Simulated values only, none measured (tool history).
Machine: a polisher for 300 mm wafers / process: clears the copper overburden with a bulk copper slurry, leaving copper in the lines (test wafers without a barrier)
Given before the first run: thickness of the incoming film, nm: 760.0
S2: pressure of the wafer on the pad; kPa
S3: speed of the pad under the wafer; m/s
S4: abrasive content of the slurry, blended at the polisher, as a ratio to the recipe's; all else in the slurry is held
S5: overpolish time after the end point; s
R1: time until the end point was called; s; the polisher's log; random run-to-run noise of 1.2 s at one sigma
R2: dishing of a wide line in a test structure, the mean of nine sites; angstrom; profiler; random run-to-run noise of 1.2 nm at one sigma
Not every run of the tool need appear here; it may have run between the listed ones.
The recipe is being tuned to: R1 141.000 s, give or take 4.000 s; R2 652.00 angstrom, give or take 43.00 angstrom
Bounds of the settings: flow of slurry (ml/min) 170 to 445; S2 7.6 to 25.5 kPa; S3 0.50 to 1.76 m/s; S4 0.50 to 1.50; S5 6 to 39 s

Run 1, hour 0.0: flow of slurry (ml/min) 285, S2 16.5 kPa, S3 1.12 m/s, S4 1.00, S5 20 s. Result: R1 77.094 s, R2 929.66 angstrom.
Run 2, hour 8.7: flow of slurry (ml/min) 285, S2 13.8 kPa, S3 1.10 m/s, S4 1.00, S5 21 s. Result: R1 91.852 s, R2 878.70 angstrom.
Run 3, hour 11.8: flow of slurry (ml/min) 285, S2 11.7 kPa, S3 1.08 m/s, S4 1.00, S5 21 s. Result: R1 103.800 s, R2 798.83 angstrom.
Run 4, hour 17.3: flow of slurry (ml/min) 285, S2 13.8 kPa, S3 1.08 m/s, S4 1.00, S5 21 s. Result: R1 91.902 s, R2 868.67 angstrom.
At hour 22.7: head pressure recalibrated.
Run 5, hour 22.7: flow of slurry (ml/min) 285, S2 11.7 kPa, S3 1.06 m/s, S4 1.00, S5 21 s. Result: R1 108.580 s, R2 727.75 angstrom.
Run 6, hour 29.4: flow of slurry (ml/min) 280, S2 10.3 kPa, S3 1.06 m/s, S4 1.00, S5 22 s. Result: R1 117.430 s, R2 738.35 angstrom.
Run 7, hour 31.1: flow of slurry (ml/min) 275, S2 9.7 kPa, S3 1.06 m/s, S4 1.00, S5 22 s. Result: R1 124.040 s, R2 682.61 angstrom.
Run 8, hour 37.8: flow of slurry (ml/min) 260, S2 9.0 kPa, S3 1.06 m/s, S4 1.00, S5 23 s. Result: R1 131.350 s, R2 688.19 angstrom.
Run 9, hour 38.6: flow of slurry (ml/min) 235, S2 7.6 kPa, S3 1.06 m/s, S4 1.00, S5 23 s. Result: R1 143.200 s, R2 638.50 angstrom.
Run 10, hour 45.5: flow of slurry (ml/min) 240, S2 7.6 kPa, S3 1.06 m/s, S4 1.00, S5 23 s. Result: R1 145.850 s, R2 642.32 angstrom.
Run 11, hour 53.0: flow of slurry (ml/min) 245, S2 7.6 kPa, S3 1.06 m/s, S4 1.00, S5 23 s. Result: R1 146.300 s, R2 644.96 angstrom.

Consider the 4 candidate settings below. Which is the only one whose results all fall within their allowed miss of target?
Run A, hour 60.5: flow of slurry (ml/min) 270, S2 8.3 kPa, S3 1.14 m/s, S4 0.75, S5 23 s. Result: R1 ?, R2 ?.
Run B, hour 60.5: flow of slurry (ml/min) 210, S2 7.6 kPa, S3 0.96 m/s, S4 1.10, S5 25 s. Result: R1 ?, R2 ?.
Run C, hour 60.5: flow of slurry (ml/min) 205, S2 7.6 kPa, S3 1.04 m/s, S4 1.00, S5 26 s. Result: R1 ?, R2 ?.
Run D, hour 60.5: flow of slurry (ml/min) 195, S2 9.0 kPa, S3 0.96 m/s, S4 0.95, S5 27 s. Result: R1 ?, R2 ?.

move       R1      R2
   A  139.830  633.05
   B  156.850  614.65
   C  150.420  649.05
   D  150.570  676.13
A: meets every target
B: misses by more than the last run did
C: misses by more than the last run did
D: misses by more than the last run did
A meets every target.
